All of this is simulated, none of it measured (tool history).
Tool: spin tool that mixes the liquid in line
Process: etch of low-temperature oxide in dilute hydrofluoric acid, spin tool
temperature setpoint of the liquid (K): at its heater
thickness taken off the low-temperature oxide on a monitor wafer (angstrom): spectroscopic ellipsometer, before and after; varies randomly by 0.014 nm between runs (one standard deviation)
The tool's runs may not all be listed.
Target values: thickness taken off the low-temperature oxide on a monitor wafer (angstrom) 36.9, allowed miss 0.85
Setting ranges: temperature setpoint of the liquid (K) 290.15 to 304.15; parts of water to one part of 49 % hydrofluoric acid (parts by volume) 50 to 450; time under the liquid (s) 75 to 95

| run | hour | temperature setpoint of the liquid (K) | parts of water to one part of 49 % hydrofluoric acid (parts by volume) | time under the liquid (s) | thickness taken off the low-temperature oxide on a monitor wafer (angstrom) |
|---|---|---|---|---|---|
| 1 | 0 | 296.15 | 250 | 95 | 46.91 |
| 2 | 1.5 | 298.65 | 250 | 95 | 51.411 |
| 3 | 3.7 | 297.65 | 250 | 95 | 49.438 |
| 4 | 12.3 | 297.65 | 165 | 95 | 81.813 |
| 5 | 16.2 | 297.65 | 165 | 95 | 81.39 |
| 6 | 20.4 | 297.65 | 240 | 95 | 51.717 |
| 7 | 27.2 | 296.65 | 240 | 95 | 50.09 |
| 8 | 29 | 295.65 | 240 | 95 | 47.853 |
| 9 | 31.9 | 295.15 | 240 | 95 | 47.243 |
| 10 | 34.8 | 294.65 | 240 | 95 | 46.5 |
| 11 | 41.4 | 294.15 | 240 | 95 | 45.165 |
| 12 | 49.1 | 293.65 | 240 | 95 | 44.618 |
| 13 | 51.8 | 293.15 | 240 | 95 | 43.969 |
| 14 | 52.4 | 292.65 | 240 | 95 | 43.086 |
|  | 53.9 | thermometer replaced |
| 15 | 53.9 | 292.15 | 240 | 95 | 45.913 |
| 16 | 57.1 | 291.15 | 290 | 95 | 34.783 |

5 candidate next runs follow, results not yet known. Just one meets every target within its allowed miss. Identify it.
| A | 60.3 | 290.65 | 290 | 95 | ? |
| B | 60.3 | 290.15 | 260 | 95 | ? |
| C | 60.3 | 290.15 | 280 | 95 | ? |
| D | 60.3 | 290.65 | 260 | 95 | ? |
| E | 60.3 | 290.15 | 270 | 95 | ? |

| move | thickness taken off the low-temperature oxide on a monitor wafer (angstrom) |
|---|---|
| A | 34.266 |
| B | 38.473 |
| C | 35.118 |
| D | 39.222 |
| E | 36.731 |
A: moves away from the targets compared with the last run
B: takes the biggest miss from the last run beyond its target
C: nearer than the last run, and not there yet
D: takes the biggest miss from the last run beyond its target
E: every result within its allowed miss
Go with E: it meets all targets.
